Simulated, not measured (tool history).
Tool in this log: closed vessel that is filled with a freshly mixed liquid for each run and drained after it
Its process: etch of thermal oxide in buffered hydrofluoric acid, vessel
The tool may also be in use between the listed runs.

run,hour,temperature setpoint of the liquid (°C),parts of 40 % ammonium fluoride to one part of 49 % hydrofluoric acid (parts by volume),time in the liquid (s),thickness taken off the thermal oxide on a monitor wafer (Å)
1,0.0,21.0,9.5,105,1110.2
2,4.9,22.5,9.5,105,1210.5
3,6.6,22.5,9.5,105,1216.9
4,7.6,19.0,9.5,105,995.6
5,15.4,21.0,9.5,105,1119.0
6,19.7,21.0,9.5,115,1224.3
7,20.7,22.0,9.5,115,1304.2

For run 8, what comes out?
8,21.6,22.5,9.5,115,?

thickness taken off the thermal oxide on a monitor wafer (Å): 1336.3
